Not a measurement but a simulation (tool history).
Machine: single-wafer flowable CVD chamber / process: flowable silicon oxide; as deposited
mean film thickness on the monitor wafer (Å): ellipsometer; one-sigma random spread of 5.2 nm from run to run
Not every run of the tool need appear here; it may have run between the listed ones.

| run | hour | heater temperature setpoint (K) | chamber pressure (mTorr) | RF power (kW) | deposition time (s) | mean film thickness on the monitor wafer (Å) |
|---|---|---|---|---|---|---|
| 1 | 0 | 373.15 | 1040 | 2.695 | 1222 | 10579 |
| 2 | 6.3 | 372.15 | 1040 | 2.695 | 1222 | 10905 |
| 3 | 9.8 | 372.15 | 1040 | 2.695 | 1222 | 10998 |
| 4 | 14.6 | 371.15 | 1040 | 2.695 | 1222 | 11295 |
| 5 | 22.4 | 371.15 | 1150 | 2.695 | 1222 | 12392 |
| 6 | 29.6 | 371.15 | 1040 | 2.695 | 1222 | 11323 |

The next listed run, before its measurement:
| 7 | 32.2 | 370.15 | 1040 | 2.695 | 1222 | ? |

{"run 7": {"mean film thickness on the monitor wafer (Å)": 11672}}
